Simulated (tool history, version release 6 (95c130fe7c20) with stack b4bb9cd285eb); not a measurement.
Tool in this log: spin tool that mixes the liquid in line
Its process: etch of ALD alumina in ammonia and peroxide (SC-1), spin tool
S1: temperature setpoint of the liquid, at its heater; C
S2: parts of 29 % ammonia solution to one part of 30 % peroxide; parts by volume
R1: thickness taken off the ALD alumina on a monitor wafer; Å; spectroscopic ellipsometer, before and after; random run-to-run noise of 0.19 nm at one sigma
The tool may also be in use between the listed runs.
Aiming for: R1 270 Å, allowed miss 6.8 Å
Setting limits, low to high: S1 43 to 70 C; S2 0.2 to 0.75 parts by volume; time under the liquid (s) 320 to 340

run 1 hour=0 | S1=59 S2=0.45 time_under_the_liquid_(s)=320 | R1=460.11
run 2 hour=2 | S1=57.5 S2=0.45 time_under_the_liquid_(s)=320 | R1=428.17
run 3 hour=3.5 | S1=57.5 S2=0.45 time_under_the_liquid_(s)=340 | R1=456.19
run 4 hour=8.7 | S1=56 S2=0.45 time_under_the_liquid_(s)=340 | R1=427.72
run 5 hour=9.4 | S1=63 S2=0.45 time_under_the_liquid_(s)=340 | R1=598.4
run 6 hour=13.9 | S1=60.5 S2=0.45 time_under_the_liquid_(s)=340 | R1=535.62
run 7 hour=15.2 | S1=52.5 S2=0.45 time_under_the_liquid_(s)=340 | R1=354.94
run 8 hour=22.9 | S1=51.5 S2=0.45 time_under_the_liquid_(s)=340 | R1=332.77
run 9 hour=31.9 | S1=51 S2=0.45 time_under_the_liquid_(s)=340 | R1=321.97
run 10 hour=38.1 | S1=47 S2=0.45 time_under_the_liquid_(s)=340 | R1=260.94

Of the 5 settings listed for the next run, only one would bring every result within its allowed miss of target. Which one?
run A hour=44.3 | S1=48 S2=0.4 time_under_the_liquid_(s)=320 | R1=?
run B hour=44.3 | S1=47 S2=0.65 time_under_the_liquid_(s)=340 | R1=?
run C hour=44.3 | S1=50 S2=0.4 time_under_the_liquid_(s)=320 | R1=?
run D hour=44.3 | S1=46.5 S2=0.4 time_under_the_liquid_(s)=340 | R1=?
run E hour=44.3 | S1=46.5 S2=0.45 time_under_the_liquid_(s)=340 | R1=?

move=A R1=255.47
move=B R1=268.81
move=C R1=285.41
move=D R1=249.54
move=E R1=252.35
A: further off than the last run
B: meets every target
C: pushes the last run's worst result past its target
D: further off than the last run
E: further off than the last run
The right move is B.
